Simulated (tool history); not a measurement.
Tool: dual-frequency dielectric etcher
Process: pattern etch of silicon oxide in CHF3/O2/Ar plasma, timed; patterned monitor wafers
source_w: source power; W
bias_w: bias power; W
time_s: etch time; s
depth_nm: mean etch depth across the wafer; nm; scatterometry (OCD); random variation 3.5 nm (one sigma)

run	hour	source_w	bias_w	time_s	depth_nm
1	0	760	205	524.5	1219.2
2	6.8	760	228	524.5	1265.1
3	12.1	700	218	524.5	1210.7
4	16.2	650	209	524.5	1162.7
5	23.7	610	202	524.5	1119.6
6	25.5	580	199	524.5	1092.9
7	33.6	550	197	524.5	1069.9
8	37.9	530	196	524.5	1052.4

Run 9 comes next. What will it give?
9	40.8	460	193	524.5	?

{"run 9": {"depth_nm": 990.06}}

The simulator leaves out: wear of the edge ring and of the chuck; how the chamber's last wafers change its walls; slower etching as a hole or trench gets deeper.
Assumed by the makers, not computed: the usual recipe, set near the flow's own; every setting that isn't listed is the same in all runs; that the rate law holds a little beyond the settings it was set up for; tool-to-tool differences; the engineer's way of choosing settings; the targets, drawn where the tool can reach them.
